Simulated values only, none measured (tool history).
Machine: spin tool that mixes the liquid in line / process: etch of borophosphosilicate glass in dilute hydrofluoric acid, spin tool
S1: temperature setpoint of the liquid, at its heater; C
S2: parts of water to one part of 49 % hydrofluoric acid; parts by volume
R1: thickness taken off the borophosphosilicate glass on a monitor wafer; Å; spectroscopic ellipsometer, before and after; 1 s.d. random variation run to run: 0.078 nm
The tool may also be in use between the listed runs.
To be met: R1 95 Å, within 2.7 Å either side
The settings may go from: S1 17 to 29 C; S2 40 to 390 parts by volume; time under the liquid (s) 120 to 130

Run 1, hour 0: S1 21 C, S2 215 parts by volume, time under the liquid (s) 120. Result: R1 134.77 Å.
Run 2, hour 4.5: S1 24 C, S2 215 parts by volume, time under the liquid (s) 120. Result: R1 151.34 Å.
Run 3, hour 9.4: S1 24 C, S2 215 parts by volume, time under the liquid (s) 120. Result: R1 150.97 Å.
Run 4, hour 13.6: S1 24 C, S2 215 parts by volume, time under the liquid (s) 120. Result: R1 149.34 Å.
Run 5, hour 22.3: S1 24 C, S2 255 parts by volume, time under the liquid (s) 120. Result: R1 121.18 Å.
Run 6, hour 26: S1 27.5 C, S2 255 parts by volume, time under the liquid (s) 120. Result: R1 135.13 Å.
Run 7, hour 31.7: S1 25.5 C, S2 255 parts by volume, time under the liquid (s) 120. Result: R1 126.45 Å.
Run 8, hour 33.9: S1 24 C, S2 255 parts by volume, time under the liquid (s) 120. Result: R1 121.87 Å.
Run 9, hour 36.3: S1 22.5 C, S2 255 parts by volume, time under the liquid (s) 120. Result: R1 115.66 Å.
Run 10, hour 44.1: S1 21.5 C, S2 255 parts by volume, time under the liquid (s) 120. Result: R1 111.2 Å.
Run 11, hour 46.7: S1 20.5 C, S2 255 parts by volume, time under the liquid (s) 120. Result: R1 105.88 Å.

4 next moves are on the table. One of them brings every result within its allowed miss. Which?
Run A, hour 49.3: S1 17 C, S2 205 parts by volume, time under the liquid (s) 120. Result: R1 ?.
Run B, hour 49.3: S1 22.5 C, S2 295 parts by volume, time under the liquid (s) 120. Result: R1 ?.
Run C, hour 49.3: S1 20 C, S2 290 parts by volume, time under the liquid (s) 120. Result: R1 ?.
Run D, hour 49.3: S1 21 C, S2 300 parts by volume, time under the liquid (s) 120. Result: R1 ?.

move      R1
   A  123.99
   B  97.483
   C  91.026
   D  90.428
A: misses by more than the last run did
B: every result lands within tolerance
C: takes the biggest miss from the last run beyond its target
D: takes the biggest miss from the last run beyond its target
So the answer is move B, the one that meets all the targets.
